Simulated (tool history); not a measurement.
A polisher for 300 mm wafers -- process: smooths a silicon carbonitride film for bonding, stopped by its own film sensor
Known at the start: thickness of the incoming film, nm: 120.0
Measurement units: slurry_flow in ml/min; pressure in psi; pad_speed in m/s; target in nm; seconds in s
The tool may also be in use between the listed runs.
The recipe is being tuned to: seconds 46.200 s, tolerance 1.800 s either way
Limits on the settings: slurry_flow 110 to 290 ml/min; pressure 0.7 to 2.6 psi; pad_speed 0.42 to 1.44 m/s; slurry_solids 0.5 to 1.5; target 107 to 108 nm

run  hour  slurry_flow  pressure  pad_speed  slurry_solids  target  seconds
  1   0.0          185       1.6       0.92            1.0     107  103.730
  2   8.9          185       1.4       0.92            1.0     107  117.690
  3  15.1          185       1.7       0.98            1.0     107   95.502
  4  16.2          185       1.9       1.06            1.0     107   81.517
  5  19.4          185       1.9       0.92            1.0     107   88.578
     23.6  -- slurry blender recalibrated
  6  23.6          185       2.1       1.02            1.0     107   63.930
  7  31.6          185       2.2       1.02            1.0     107   61.174
  8  35.2          185       2.3       1.02            1.0     107   59.583
  9  40.2          195       2.6       1.14            1.0     107   48.861

Exactly one of the 4 candidate moves below puts every result within its allowed miss. Which one?
  A  45.2          180       2.4       1.16            0.8     108        ?
  B  45.2          165       2.6       1.20            0.9     108        ?
  C  45.2          150       2.5       1.30            0.9     107        ?
  D  45.2          185       2.2       1.16            1.1     107        ?

move  seconds
   A   56.790
   B   46.901
   C   49.849
   D   52.205
A: its largest miss is bigger than the last run's
B: meets every target
C: its largest miss is bigger than the last run's
D: its largest miss is bigger than the last run's
Answer: B

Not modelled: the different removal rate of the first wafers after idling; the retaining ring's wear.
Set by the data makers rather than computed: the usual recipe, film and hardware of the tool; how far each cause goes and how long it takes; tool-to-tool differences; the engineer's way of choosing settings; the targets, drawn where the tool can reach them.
